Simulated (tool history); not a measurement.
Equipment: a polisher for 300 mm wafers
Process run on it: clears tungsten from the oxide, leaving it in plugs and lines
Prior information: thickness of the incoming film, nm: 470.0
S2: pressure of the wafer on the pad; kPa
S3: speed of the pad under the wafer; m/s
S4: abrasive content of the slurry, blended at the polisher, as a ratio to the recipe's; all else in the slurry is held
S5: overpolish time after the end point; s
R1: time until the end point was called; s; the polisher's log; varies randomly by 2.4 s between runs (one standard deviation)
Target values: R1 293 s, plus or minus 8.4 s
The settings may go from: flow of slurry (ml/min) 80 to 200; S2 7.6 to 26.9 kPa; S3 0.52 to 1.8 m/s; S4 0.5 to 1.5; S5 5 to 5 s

Run 1, hour 0: flow of slurry (ml/min) 130, S2 17.2 kPa, S3 1.16 m/s, S4 1, S5 5 s. Result: R1 136.38 s.
Run 2, hour 8.7: flow of slurry (ml/min) 130, S2 17.2 kPa, S3 1.16 m/s, S4 1, S5 5 s. Result: R1 138.5 s.
Run 3, hour 16.3: flow of slurry (ml/min) 130, S2 20 kPa, S3 1.16 m/s, S4 1, S5 5 s. Result: R1 116.25 s.
Run 4, hour 20.4: flow of slurry (ml/min) 130, S2 20 kPa, S3 1.16 m/s, S4 1, S5 5 s. Result: R1 116.22 s.
Run 5, hour 21.4: flow of slurry (ml/min) 130, S2 20 kPa, S3 1.16 m/s, S4 0.8, S5 5 s. Result: R1 125.33 s.
Run 6, hour 30.4: flow of slurry (ml/min) 130, S2 20 kPa, S3 1.16 m/s, S4 1, S5 5 s. Result: R1 117.57 s.
Run 7, hour 32.6: flow of slurry (ml/min) 125, S2 17.2 kPa, S3 1.12 m/s, S4 1, S5 5 s. Result: R1 141.57 s.
Run 8, hour 38.2: flow of slurry (ml/min) 125, S2 15.2 kPa, S3 1.08 m/s, S4 1, S5 5 s. Result: R1 165.46 s.
Run 9, hour 45.6: flow of slurry (ml/min) 120, S2 13.1 kPa, S3 1.04 m/s, S4 1, S5 5 s. Result: R1 199.45 s.
Run 10, hour 46.7: flow of slurry (ml/min) 115, S2 11.7 kPa, S3 1.04 m/s, S4 1, S5 5 s. Result: R1 222.11 s.
Run 11, hour 52.8: flow of slurry (ml/min) 110, S2 11 kPa, S3 1.04 m/s, S4 1, S5 5 s. Result: R1 242 s.
Run 12, hour 53.6: flow of slurry (ml/min) 105, S2 11 kPa, S3 1.04 m/s, S4 1, S5 5 s. Result: R1 240.14 s.
Run 13, hour 57.9: flow of slurry (ml/min) 100, S2 10.3 kPa, S3 1.04 m/s, S4 1, S5 5 s. Result: R1 256.33 s.
Run 14, hour 58.5: flow of slurry (ml/min) 95, S2 10.3 kPa, S3 1.04 m/s, S4 1, S5 5 s. Result: R1 260.76 s.
Run 15, hour 59.2: flow of slurry (ml/min) 90, S2 10.3 kPa, S3 1.04 m/s, S4 1, S5 5 s. Result: R1 263.04 s.
Run 16, hour 67.8: flow of slurry (ml/min) 85, S2 9.7 kPa, S3 1.04 m/s, S4 1, S5 5 s. Result: R1 280.74 s.
Run 17, hour 76.2: flow of slurry (ml/min) 80, S2 9 kPa, S3 1.04 m/s, S4 1, S5 5 s. Result: R1 307.4 s.

Which single option among these 5 for the next run brings every result within its allowed miss of target? Just one does.
Run A, hour 84.6: flow of slurry (ml/min) 90, S2 10.3 kPa, S3 0.88 m/s, S4 1.25, S5 5 s. Result: R1 ?.
Run B, hour 84.6: flow of slurry (ml/min) 80, S2 12.4 kPa, S3 0.74 m/s, S4 1, S5 5 s. Result: R1 ?.
Run C, hour 84.6: flow of slurry (ml/min) 110, S2 11 kPa, S3 0.8 m/s, S4 0.9, S5 5 s. Result: R1 ?.
Run D, hour 84.6: flow of slurry (ml/min) 90, S2 7.6 kPa, S3 1.14 m/s, S4 1, S5 5 s. Result: R1 ?.
Run E, hour 84.6: flow of slurry (ml/min) 90, S2 8.3 kPa, S3 1.08 m/s, S4 1.05, S5 5 s. Result: R1 ?.

move      R1
   A  289.37
   B  313.82
   C  316.73
   D  322.54
   E  308.74
A: each result inside its tolerance
B: its largest miss is bigger than the last run's
C: its largest miss is bigger than the last run's
D: its largest miss is bigger than the last run's
E: its largest miss is bigger than the last run's
The right move is A.
